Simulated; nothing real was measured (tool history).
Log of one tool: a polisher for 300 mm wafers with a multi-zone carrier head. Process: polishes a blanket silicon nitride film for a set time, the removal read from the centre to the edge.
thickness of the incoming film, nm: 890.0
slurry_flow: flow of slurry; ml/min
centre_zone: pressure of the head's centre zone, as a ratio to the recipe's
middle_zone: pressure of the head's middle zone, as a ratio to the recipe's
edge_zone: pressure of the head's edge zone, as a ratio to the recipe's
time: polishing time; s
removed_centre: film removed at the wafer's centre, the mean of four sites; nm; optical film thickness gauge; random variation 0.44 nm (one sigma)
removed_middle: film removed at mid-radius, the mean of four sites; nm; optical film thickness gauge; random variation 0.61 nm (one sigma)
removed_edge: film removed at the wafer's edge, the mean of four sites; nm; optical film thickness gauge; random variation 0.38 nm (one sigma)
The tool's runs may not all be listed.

{"run": 1, "day": 0.0, "slurry_flow": 300, "centre_zone": 1.0, "middle_zone": 1.0, "edge_zone": 1.0, "time": 30, "removed_centre": 64.355, "removed_middle": 64.923, "removed_edge": 64.538}
{"run": 2, "day": 0.075, "slurry_flow": 300, "centre_zone": 0.96, "middle_zone": 1.0, "edge_zone": 1.0, "time": 30, "removed_centre": 61.867, "removed_middle": 63.302, "removed_edge": 63.01}
{"run": 3, "day": 0.142, "slurry_flow": 240, "centre_zone": 0.96, "middle_zone": 1.0, "edge_zone": 1.0, "time": 30, "removed_centre": 60.815, "removed_middle": 65.576, "removed_edge": 62.829}
{"run": 4, "day": 0.308, "slurry_flow": 240, "centre_zone": 0.96, "middle_zone": 1.0, "edge_zone": 1.0, "time": 35, "removed_centre": 70.004, "removed_middle": 74.481, "removed_edge": 74.589}
{"run": 5, "day": 0.683, "slurry_flow": 190, "centre_zone": 0.96, "middle_zone": 1.0, "edge_zone": 1.0, "time": 35, "removed_centre": 68.694, "removed_middle": 73.352, "removed_edge": 73.587}
{"run": 6, "day": 0.833, "slurry_flow": 200, "centre_zone": 0.98, "middle_zone": 0.99, "edge_zone": 0.97, "time": 31, "removed_centre": 61.71, "removed_middle": 63.867, "removed_edge": 63.531}
{"run": 7, "day": 1.171, "slurry_flow": 220, "centre_zone": 1.0, "middle_zone": 1.0, "edge_zone": 0.95, "time": 28, "removed_centre": 57.153, "removed_middle": 58.693, "removed_edge": 56.673}
{"run": 8, "day": 1.417, "slurry_flow": 240, "centre_zone": 1.02, "middle_zone": 1.01, "edge_zone": 0.93, "time": 26, "removed_centre": 55.622, "removed_middle": 57.132, "removed_edge": 51.674}
{"run": 9, "day": 1.592, "slurry_flow": 310, "centre_zone": 1.03, "middle_zone": 0.91, "edge_zone": 0.88, "time": 18, "removed_centre": 39.968, "removed_middle": 36.377, "removed_edge": 36.667}

Run 10 comes next. What will it give?
{"run": 10, "day": 1.679, "slurry_flow": 310, "centre_zone": 1.04, "middle_zone": 0.94, "edge_zone": 0.88, "time": 18, "removed_centre": "?", "removed_middle": "?", "removed_edge": "?"}

Run 10 gave removed_centre 40.125 nm, removed_middle 37.917 nm, removed_edge 36.494 nm.
